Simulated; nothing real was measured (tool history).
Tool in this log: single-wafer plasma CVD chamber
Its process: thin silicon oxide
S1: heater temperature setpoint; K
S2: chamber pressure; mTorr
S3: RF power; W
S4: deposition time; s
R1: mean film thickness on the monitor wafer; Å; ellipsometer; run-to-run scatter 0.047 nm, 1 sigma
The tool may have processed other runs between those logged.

{"run": 1, "hour": 0.0, "S1": 658.15, "S2": 735, "S3": 260, "S4": 4.77, "R1": 74.843}
{"run": 2, "hour": 2.9, "S1": 658.15, "S2": 735, "S3": 235, "S4": 4.77, "R1": 71.205}
{"run": 3, "hour": 9.5, "S1": 658.15, "S2": 735, "S3": 270, "S4": 4.77, "R1": 76.677}
{"run": 4, "hour": 12.7, "S1": 669.15, "S2": 735, "S3": 270, "S4": 4.77, "R1": 74.991}
{"run": 5, "hour": 18.2, "S1": 677.15, "S2": 735, "S3": 270, "S4": 4.77, "R1": 75.252}
{"run": 6, "hour": 25.9, "S1": 682.15, "S2": 735, "S3": 270, "S4": 4.77, "R1": 74.887}
{"run": 7, "hour": 33.8, "S1": 682.15, "S2": 882, "S3": 275, "S4": 4.78, "R1": 89.131}
{"run": 8, "hour": 40.5, "S1": 682.15, "S2": 888, "S3": 275, "S4": 4.78, "R1": 89.777}
{"run": 9, "hour": 41.8, "S1": 682.15, "S2": 893, "S3": 275, "S4": 4.78, "R1": 90.576}
{"run": 10, "hour": 47.3, "S1": 682.15, "S2": 897, "S3": 275, "S4": 4.78, "R1": 90.193}

Estimate the outcome of run 11 from the log above:
{"run": 11, "hour": 55.6, "S1": 682.15, "S2": 897, "S3": 275, "S4": 4.78, "R1": "?"}

R1: 90.255 Å
